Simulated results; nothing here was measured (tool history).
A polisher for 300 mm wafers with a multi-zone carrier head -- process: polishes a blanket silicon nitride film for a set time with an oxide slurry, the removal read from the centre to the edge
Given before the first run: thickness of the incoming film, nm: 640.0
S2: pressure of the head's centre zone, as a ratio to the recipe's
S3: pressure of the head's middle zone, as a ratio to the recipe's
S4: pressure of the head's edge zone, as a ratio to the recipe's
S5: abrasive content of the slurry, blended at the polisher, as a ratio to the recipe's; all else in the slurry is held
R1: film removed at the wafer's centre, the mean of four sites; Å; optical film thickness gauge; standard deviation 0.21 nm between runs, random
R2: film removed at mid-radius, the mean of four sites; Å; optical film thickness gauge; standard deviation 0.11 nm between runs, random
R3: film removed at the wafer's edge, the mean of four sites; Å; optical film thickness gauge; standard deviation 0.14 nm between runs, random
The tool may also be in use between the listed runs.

run 1 hour=0.0 | flow_of_slurry_(ml/min)=250 S2=1.00 S3=1.00 S4=1.00 S5=1.00 polishing_time_(s)=74 | R1=308.75 R2=307.74 R3=305.05
run 2 hour=6.4 | flow_of_slurry_(ml/min)=250 S2=1.00 S3=1.00 S4=1.00 S5=1.00 polishing_time_(s)=81 | R1=342.88 R2=335.53 R3=335.78
run 3 hour=8.5 | flow_of_slurry_(ml/min)=250 S2=1.00 S3=1.00 S4=1.07 S5=1.00 polishing_time_(s)=81 | R1=334.34 R2=336.06 R3=349.82
run 4 hour=16.9 | flow_of_slurry_(ml/min)=250 S2=1.09 S3=1.00 S4=1.07 S5=1.00 polishing_time_(s)=81 | R1=375.11 R2=334.37 R3=346.41
run 5 hour=21.2 | flow_of_slurry_(ml/min)=250 S2=1.09 S3=1.00 S4=1.07 S5=1.00 polishing_time_(s)=71 | R1=321.17 R2=296.56 R3=306.55
run 6 hour=28.1 | flow_of_slurry_(ml/min)=240 S2=1.02 S3=1.00 S4=1.02 S5=0.85 polishing_time_(s)=64 | R1=251.39 R2=245.89 R3=244.71

Run 7 is up next; what results do you expect?
run 7 hour=29.7 | flow_of_slurry_(ml/min)=240 S2=1.02 S3=1.00 S4=1.02 S5=0.85 polishing_time_(s)=64 | R1=? R2=? R3=?

R1: 254.58 Å
R2: 245.79 Å
R3: 247.19 Å
